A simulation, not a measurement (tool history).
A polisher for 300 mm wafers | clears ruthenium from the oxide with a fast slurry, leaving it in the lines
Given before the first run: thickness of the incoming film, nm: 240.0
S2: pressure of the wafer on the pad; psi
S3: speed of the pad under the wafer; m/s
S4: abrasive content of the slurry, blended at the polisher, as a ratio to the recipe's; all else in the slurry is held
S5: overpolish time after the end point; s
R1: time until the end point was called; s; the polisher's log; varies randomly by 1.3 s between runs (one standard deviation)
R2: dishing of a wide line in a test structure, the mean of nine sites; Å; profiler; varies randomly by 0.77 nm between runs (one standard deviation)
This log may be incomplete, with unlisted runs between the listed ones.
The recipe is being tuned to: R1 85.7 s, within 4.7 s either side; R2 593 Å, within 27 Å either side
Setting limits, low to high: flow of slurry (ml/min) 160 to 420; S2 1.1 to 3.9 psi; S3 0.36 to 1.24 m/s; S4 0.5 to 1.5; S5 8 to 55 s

run 1 hour=0 | flow_of_slurry_(ml/min)=270 S2=2.5 S3=0.8 S4=1 S5=28 | R1=74.132 R2=699.08
run 2 hour=7.6 | flow_of_slurry_(ml/min)=270 S2=2.4 S3=0.8 S4=1 S5=27 | R1=76.647 R2=662.71
run 3 hour=9.2 | flow_of_slurry_(ml/min)=270 S2=2.4 S3=0.8 S4=1 S5=20 | R1=75.035 R2=530.6
run 4 hour=10.3 | flow_of_slurry_(ml/min)=270 S2=2.4 S3=0.8 S4=1 S5=11 | R1=76.42 R2=314.52
run 5 hour=18.6 | flow_of_slurry_(ml/min)=270 S2=2.4 S3=0.88 S4=1 S5=11 | R1=69.872 R2=338.68
run 6 hour=21.4 | flow_of_slurry_(ml/min)=275 S2=2.3 S3=0.84 S4=1.05 S5=15 | R1=72.72 R2=438.33
run 7 hour=22.9 | flow_of_slurry_(ml/min)=285 S2=2 S3=0.86 S4=1.1 S5=16 | R1=77.25 R2=442.4
run 8 hour=29.8 | flow_of_slurry_(ml/min)=280 S2=1.8 S3=0.86 S4=1.15 S5=18 | R1=81.911 R2=465.89
run 9 hour=37.8 | flow_of_slurry_(ml/min)=280 S2=1.7 S3=0.86 S4=1.2 S5=19 | R1=82.904 R2=469.72
run 10 hour=43.7 | flow_of_slurry_(ml/min)=275 S2=1.7 S3=0.86 S4=1.15 S5=30 | R1=83.559 R2=676.29
run 11 hour=47.2 | flow_of_slurry_(ml/min)=265 S2=1.7 S3=0.86 S4=1.15 S5=29 | R1=84.219 R2=657.12
run 12 hour=50.8 | flow_of_slurry_(ml/min)=255 S2=1.7 S3=0.86 S4=1.15 S5=29 | R1=86.774 R2=656.11
run 13 hour=53.6 | flow_of_slurry_(ml/min)=260 S2=1.7 S3=0.86 S4=1.15 S5=28 | R1=84.978 R2=646.46

4 next moves are on the table. One of them brings every result within its allowed miss. Which?
run A hour=56.4 | flow_of_slurry_(ml/min)=275 S2=1.6 S3=0.84 S4=1.3 S5=26 | R1=? R2=?
run B hour=56.4 | flow_of_slurry_(ml/min)=275 S2=1.7 S3=0.82 S4=1.2 S5=23 | R1=? R2=?
run C hour=56.4 | flow_of_slurry_(ml/min)=240 S2=1.6 S3=0.68 S4=1.4 S5=30 | R1=? R2=?
run D hour=56.4 | flow_of_slurry_(ml/min)=290 S2=1.8 S3=0.8 S4=1.2 S5=34 | R1=? R2=?

move=A R1=83.584 R2=594.95
move=B R1=85.465 R2=527.96
move=C R1=100.61 R2=574.78
move=D R1=83.591 R2=734.81
A: every result within its allowed miss
B: takes the result that was furthest off past its target
C: puts the biggest miss on target and leaves a different result outside tolerance
D: further off than the last run
Answer: A
